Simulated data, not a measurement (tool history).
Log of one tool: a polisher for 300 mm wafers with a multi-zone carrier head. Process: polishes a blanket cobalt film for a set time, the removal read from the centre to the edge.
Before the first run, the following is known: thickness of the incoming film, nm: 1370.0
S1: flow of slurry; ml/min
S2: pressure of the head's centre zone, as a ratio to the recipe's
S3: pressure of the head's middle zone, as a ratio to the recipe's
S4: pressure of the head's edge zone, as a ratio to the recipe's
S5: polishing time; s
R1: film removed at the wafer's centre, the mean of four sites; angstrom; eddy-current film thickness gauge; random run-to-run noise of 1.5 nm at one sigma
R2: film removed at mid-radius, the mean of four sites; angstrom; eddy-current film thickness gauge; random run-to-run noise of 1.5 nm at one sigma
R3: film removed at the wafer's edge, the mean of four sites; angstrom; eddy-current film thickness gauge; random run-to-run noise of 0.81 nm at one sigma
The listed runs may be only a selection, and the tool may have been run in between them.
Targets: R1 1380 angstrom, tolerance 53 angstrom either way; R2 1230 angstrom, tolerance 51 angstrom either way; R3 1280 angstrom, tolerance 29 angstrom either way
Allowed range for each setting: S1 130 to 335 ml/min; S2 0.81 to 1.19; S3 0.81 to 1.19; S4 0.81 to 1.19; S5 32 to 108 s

run 1 day=0 | S1=215 S2=1 S3=1 S4=1 S5=70 | R1=2415.5 R2=2447 R3=2441.5
run 2 day=0.338 | S1=215 S2=1 S3=0.93 S4=1 S5=70 | R1=2511.4 R2=2281.2 R3=2434.1
run 3 day=0.625 | S1=215 S2=1 S3=0.88 S4=1 S5=70 | R1=2513.2 R2=2121.9 R3=2430
run 4 day=0.871 | S1=210 S2=0.99 S3=0.88 S4=0.96 S5=60 | R1=2049.9 R2=1878.2 R3=2044.7
run 5 day=1.079 | S1=210 S2=0.94 S3=0.88 S4=0.96 S5=60 | R1=2031.9 R2=1884.2 R3=2035.8
run 6 day=1.183 | S1=210 S2=0.94 S3=0.88 S4=1.04 S5=60 | R1=1996.2 R2=1866.6 R3=2125.4
run 7 day=1.275 | S1=210 S2=0.94 S3=0.88 S4=1.04 S5=60 | R1=2036.8 R2=1846.7 R3=2148.3
run 8 day=1.579 | S1=205 S2=0.96 S3=0.86 S4=0.98 S5=53 | R1=1803.6 R2=1630.8 R3=1832.7
run 9 day=1.883 | S1=195 S2=0.97 S3=0.85 S4=0.94 S5=49 | R1=1694.2 R2=1457.6 R3=1639.4
run 10 day=2.029 | S1=180 S2=0.96 S3=0.85 S4=0.91 S5=47 | R1=1555.3 R2=1404.4 R3=1544.7
run 11 day=2.342 | S1=170 S2=0.97 S3=0.85 S4=0.88 S5=45 | R1=1502.3 R2=1324.5 R3=1431.1
run 12 day=2.604 | S1=160 S2=0.97 S3=0.85 S4=0.86 S5=45 | R1=1496 R2=1305.7 R3=1412
run 13 day=2.65 | S1=155 S2=0.97 S3=0.85 S4=0.85 S5=44 | R1=1419.5 R2=1260.5 R3=1366.1
run 14 day=2.912 | S1=145 S2=1 S3=0.88 S4=0.81 S5=41 | R1=1344.9 R2=1209.9 R3=1238.9
run 15 day=3.075 | S1=150 S2=1 S3=0.88 S4=0.81 S5=41 | R1=1376.9 R2=1223.3 R3=1239.1

Which single option among these 5 for the next run brings every result within its allowed miss of target? Just one does.
run A day=3.238 | S1=150 S2=0.99 S3=0.87 S4=0.83 S5=42 | R1=? R2=? R3=?
run B day=3.238 | S1=145 S2=1.02 S3=0.96 S4=0.81 S5=40 | R1=? R2=? R3=?
run C day=3.238 | S1=135 S2=0.94 S3=0.88 S4=0.87 S5=41 | R1=? R2=? R3=?
run D day=3.238 | S1=160 S2=1.02 S3=0.96 S4=0.83 S5=40 | R1=? R2=? R3=?
run E day=3.238 | S1=180 S2=1.04 S3=0.97 S4=0.81 S5=40 | R1=? R2=? R3=?

move=A R1=1396.3 R2=1242.9 R3=1277.6
move=B R1=1354.8 R2=1276.6 R3=1197
move=C R1=1276.2 R2=1200.7 R3=1255.3
move=D R1=1382.1 R2=1299.3 R3=1225.3
move=E R1=1435.6 R2=1335.9 R3=1229.2
A: every result lands within tolerance
B: misses by more than the last run did
C: the furthest-off result lands on target, but another misses its tolerance
D: misses by more than the last run did
E: misses by more than the last run did
Answer: A
